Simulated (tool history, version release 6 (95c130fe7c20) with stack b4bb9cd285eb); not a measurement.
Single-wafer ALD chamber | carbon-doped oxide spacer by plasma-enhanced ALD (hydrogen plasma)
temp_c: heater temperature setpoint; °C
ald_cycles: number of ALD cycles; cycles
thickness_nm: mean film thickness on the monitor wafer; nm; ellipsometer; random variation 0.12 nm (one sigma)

| run | day | temp_c | ald_cycles | thickness_nm |
|---|---|---|---|---|
| 1 | 0 | 410 | 428 | 19.104 |
| 2 | 0.375 | 417 | 428 | 18.744 |
| 3 | 0.483 | 417 | 463 | 20.26 |
| 4 | 0.583 | 416 | 472 | 20.572 |
| 5 | 0.679 | 416 | 414 | 18.179 |
| 6 | 0.788 | 416 | 449 | 19.469 |
| 7 | 1.121 | 414 | 462 | 20.61 |
| 8 | 1.388 | 412 | 466 | 20.627 |

The next listed run, before its measurement:
| 9 | 1.442 | 411 | 474 | ? |

{"run 9": {"thickness_nm": 21.108}}
